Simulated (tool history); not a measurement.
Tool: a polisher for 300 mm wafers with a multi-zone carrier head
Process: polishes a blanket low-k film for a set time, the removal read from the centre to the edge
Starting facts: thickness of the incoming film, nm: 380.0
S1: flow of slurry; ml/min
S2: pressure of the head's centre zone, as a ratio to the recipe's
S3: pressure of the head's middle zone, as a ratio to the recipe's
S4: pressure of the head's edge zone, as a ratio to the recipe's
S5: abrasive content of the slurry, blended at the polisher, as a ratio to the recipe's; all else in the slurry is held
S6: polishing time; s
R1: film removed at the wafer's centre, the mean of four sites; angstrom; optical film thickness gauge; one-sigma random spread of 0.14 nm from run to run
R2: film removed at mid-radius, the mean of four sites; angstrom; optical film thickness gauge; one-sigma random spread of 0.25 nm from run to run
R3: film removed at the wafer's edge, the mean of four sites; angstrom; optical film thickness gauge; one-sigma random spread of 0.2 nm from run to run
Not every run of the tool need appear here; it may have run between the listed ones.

{"run": 1, "day": 0.0, "S1": 285, "S2": 1, "S3": 1, "S4": 1, "S5": 1, "S6": 85, "R1": 352.67, "R2": 352.37, "R3": 351.83}
{"run": 2, "day": 0.354, "S1": 285, "S2": 1, "S3": 1, "S4": 1, "S5": 1, "S6": 106, "R1": 438.17, "R2": 446.61, "R3": 436.71}
{"run": 3, "day": 0.383, "S1": 285, "S2": 1, "S3": 1, "S4": 1, "S5": 0.85, "S6": 106, "R1": 392.17, "R2": 392.15, "R3": 386.93}
{"run": 4, "day": 0.642, "S1": 215, "S2": 1, "S3": 1, "S4": 1, "S5": 0.85, "S6": 106, "R1": 375.84, "R2": 377.92, "R3": 380.27}
{"run": 5, "day": 0.992, "S1": 205, "S2": 0.96, "S3": 1.01, "S4": 0.99, "S5": 0.75, "S6": 104, "R1": 310.16, "R2": 318.75, "R3": 327.91}
{"run": 6, "day": 1.138, "S1": 205, "S2": 0.96, "S3": 1.01, "S4": 0.99, "S5": 0.95, "S6": 104, "R1": 382.34, "R2": 396.96, "R3": 403.76}
{"run": 7, "day": 1.229, "S1": 205, "S2": 0.93, "S3": 1.03, "S4": 0.98, "S5": 0.85, "S6": 104, "R1": 334.33, "R2": 376.47, "R3": 363.42}
{"run": 8, "day": 1.3, "S1": 205, "S2": 0.91, "S3": 1.02, "S4": 0.97, "S5": 0.8, "S6": 104, "R1": 310.08, "R2": 348.45, "R3": 337.28}
{"run": 9, "day": 1.321, "S1": 175, "S2": 0.81, "S3": 1.03, "S4": 1.02, "S5": 0.55, "S6": 101, "R1": 161.69, "R2": 204.43, "R3": 205.36}
{"run": 10, "day": 1.588, "S1": 210, "S2": 0.82, "S3": 1.03, "S4": 1.03, "S5": 0.55, "S6": 101, "R1": 168.38, "R2": 211.41, "R3": 211.51}

Expected results for the next run?
{"run": 11, "day": 1.921, "S1": 215, "S2": 0.83, "S3": 1.04, "S4": 1.04, "S5": 0.6, "S6": 101, "R1": "?", "R2": "?", "R3": "?"}

{"run 11": {"R1": 198.74, "R2": 249, "R3": 246.13}}
